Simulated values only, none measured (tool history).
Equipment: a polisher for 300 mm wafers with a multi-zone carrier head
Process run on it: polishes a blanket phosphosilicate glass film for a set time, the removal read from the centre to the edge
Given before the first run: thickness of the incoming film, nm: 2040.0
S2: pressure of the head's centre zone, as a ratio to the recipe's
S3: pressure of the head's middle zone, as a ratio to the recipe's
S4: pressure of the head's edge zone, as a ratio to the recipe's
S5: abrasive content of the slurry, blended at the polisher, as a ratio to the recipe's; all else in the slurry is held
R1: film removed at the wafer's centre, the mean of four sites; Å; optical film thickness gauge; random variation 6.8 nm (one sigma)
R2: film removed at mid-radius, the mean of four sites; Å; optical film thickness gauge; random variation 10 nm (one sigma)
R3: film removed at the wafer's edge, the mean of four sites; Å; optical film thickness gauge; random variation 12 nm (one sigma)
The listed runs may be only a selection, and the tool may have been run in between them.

{"run": 1, "hour": 0.0, "flow of slurry (ml/min)": 270, "S2": 1.0, "S3": 1.0, "S4": 1.0, "S5": 1.0, "polishing time (s)": 76, "R1": 6224.8, "R2": 6473.6, "R3": 6311.4}
{"run": 2, "hour": 2.7, "flow of slurry (ml/min)": 275, "S2": 1.04, "S3": 0.98, "S4": 1.05, "S5": 1.1, "polishing time (s)": 76, "R1": 6899.4, "R2": 6345.4, "R3": 6629.6}
{"run": 3, "hour": 3.4, "flow of slurry (ml/min)": 325, "S2": 1.04, "S3": 0.98, "S4": 1.05, "S5": 1.1, "polishing time (s)": 76, "R1": 6951.1, "R2": 6672.1, "R3": 6885.9}
{"run": 4, "hour": 4.4, "flow of slurry (ml/min)": 385, "S2": 1.04, "S3": 0.98, "S4": 1.05, "S5": 1.1, "polishing time (s)": 76, "R1": 7075.2, "R2": 6746.9, "R3": 6999.9}
{"run": 5, "hour": 8.4, "flow of slurry (ml/min)": 390, "S2": 1.06, "S3": 0.98, "S4": 1.08, "S5": 1.2, "polishing time (s)": 76, "R1": 7552.8, "R2": 7134.8, "R3": 7263.6}
{"run": 6, "hour": 13.5, "flow of slurry (ml/min)": 390, "S2": 1.06, "S3": 0.95, "S4": 1.1, "S5": 1.25, "polishing time (s)": 77, "R1": 7804.5, "R2": 7014.9, "R3": 7685.2}
{"run": 7, "hour": 14.2, "flow of slurry (ml/min)": 390, "S2": 1.07, "S3": 0.95, "S4": 1.11, "S5": 1.3, "polishing time (s)": 77, "R1": 7959.4, "R2": 7159.6, "R3": 7580.7}

Run 8, settings as shown, results not yet in. Your forecast:
{"run": 8, "hour": 14.8, "flow of slurry (ml/min)": 395, "S2": 1.07, "S3": 0.93, "S4": 1.12, "S5": 1.35, "polishing time (s)": 78, "R1": "?", "R2": "?", "R3": "?"}

R1: 8168.7 Å
R2: 7298.4 Å
R3: 7987.9 Å
